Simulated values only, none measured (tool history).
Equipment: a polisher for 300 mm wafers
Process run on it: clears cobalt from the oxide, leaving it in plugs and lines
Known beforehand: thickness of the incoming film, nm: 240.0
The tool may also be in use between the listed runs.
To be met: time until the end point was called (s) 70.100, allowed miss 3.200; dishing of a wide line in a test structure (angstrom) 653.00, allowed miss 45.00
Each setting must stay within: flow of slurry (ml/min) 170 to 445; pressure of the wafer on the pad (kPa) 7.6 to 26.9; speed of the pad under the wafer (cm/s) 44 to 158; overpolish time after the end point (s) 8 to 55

run,day,flow of slurry (ml/min),pressure of the wafer on the pad (kPa),speed of the pad under the wafer (cm/s),overpolish time after the end point (s),time until the end point was called (s),dishing of a wide line in a test structure (angstrom)
1,0.000,285,17.2,100,28,45.486,693.80
2,0.338,285,17.2,100,19,45.345,575.59
3,0.392,285,16.5,100,20,48.008,571.35
4,0.604,285,13.1,100,20,59.031,508.26
5,0.671,285,13.1,100,26,60.187,607.89
6,0.950,285,17.2,100,26,44.801,657.01
7,0.971,285,16.5,100,27,46.911,666.13
8,1.117,285,11.7,98,35,67.070,639.33
9,1.433,285,11.7,98,35,65.626,656.42
10,1.625,285,10.3,98,37,75.546,631.65

5 candidate next runs follow, results not yet known. Just one meets every target within its allowed miss. Identify it.
A,1.817,340,11.0,86,47,?,?
B,1.817,290,12.4,76,32,?,?
C,1.817,300,8.3,112,41,?,?
D,1.817,395,9.7,94,35,?,?
E,1.817,255,9.7,112,39,?,?

move,time until the end point was called (s),dishing of a wide line in a test structure (angstrom)
A,80.573,655.38
B,81.521,537.94
C,83.077,607.52
D,83.466,558.43
E,72.531,631.53
A: further off than the last run
B: further off than the last run
C: further off than the last run
D: further off than the last run
E: hits every target within its allowed miss
Correct choice: E, which meets every target
